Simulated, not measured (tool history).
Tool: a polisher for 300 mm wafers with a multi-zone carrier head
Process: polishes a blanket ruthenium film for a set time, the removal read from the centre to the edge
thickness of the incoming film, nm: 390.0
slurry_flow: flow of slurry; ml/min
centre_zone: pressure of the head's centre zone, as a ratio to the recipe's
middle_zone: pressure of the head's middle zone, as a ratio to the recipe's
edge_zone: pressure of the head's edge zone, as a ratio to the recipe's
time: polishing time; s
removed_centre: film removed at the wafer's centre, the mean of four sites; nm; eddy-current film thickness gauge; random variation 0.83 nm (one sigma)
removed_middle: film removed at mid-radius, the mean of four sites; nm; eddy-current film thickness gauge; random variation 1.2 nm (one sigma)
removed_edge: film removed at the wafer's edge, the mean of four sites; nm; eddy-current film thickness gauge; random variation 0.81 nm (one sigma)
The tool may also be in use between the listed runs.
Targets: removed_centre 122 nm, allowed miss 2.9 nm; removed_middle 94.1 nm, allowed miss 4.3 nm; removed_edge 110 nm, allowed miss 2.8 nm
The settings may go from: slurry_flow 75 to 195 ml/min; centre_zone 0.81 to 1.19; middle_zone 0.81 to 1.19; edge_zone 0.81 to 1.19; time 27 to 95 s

run  hour  slurry_flow  centre_zone  middle_zone  edge_zone  time  removed_centre  removed_middle  removed_edge
  1     0          125            1            1          1    61           128.2          132.61        131.52
  2   3.3          125            1            1       0.97    61          129.69          131.42        130.18
  3   6.1          125            1            1       0.97    55          117.54          116.59        116.93
  4   9.8          125            1            1       0.89    55          118.38          116.99        112.84
  5    18          125         1.01         0.98       0.89    55          118.04          115.05        112.72
  6  24.6          125         1.01         0.98       0.83    55          119.25          117.41        108.45
  7  28.7          125         1.02         0.96       0.84    55          119.81          114.59         111.5
  8  33.1          125         1.03         0.95       0.84    55          119.55          113.67        109.85
  9  38.9          125         1.05         0.94       0.85    55          122.75          112.76        109.42
 10  45.5          125         1.06         0.93       0.87    55          123.85           110.1        110.72
 11  52.7          125         1.06         0.92       0.87    55           125.1          110.86        111.46
 12  56.3          125         1.06         0.91       0.88    55          124.09          110.84        113.62
 13    64          125         1.07          0.9       0.89    55          125.05          108.27        113.47

4 next moves are on the table. One of them brings every result within its allowed miss. Which?
  A  71.7          140         1.13         0.92       0.84    51               ?               ?             ?
  B  71.7          140          1.1         0.81       0.94    51               ?               ?             ?
  C  71.7          110         1.01         0.91       0.88    55               ?               ?             ?
  D  71.7          125         1.07         1.05       0.95    55               ?               ?             ?

move  removed_centre  removed_middle  removed_edge
   A          126.35          107.68        105.15
   B          122.89          98.379        110.82
   C          113.92          108.79         111.2
   D          125.41          124.79        117.64
A: as far off as the last run
B: meets every target
C: as far off as the last run
D: further off than the last run
Answer: B
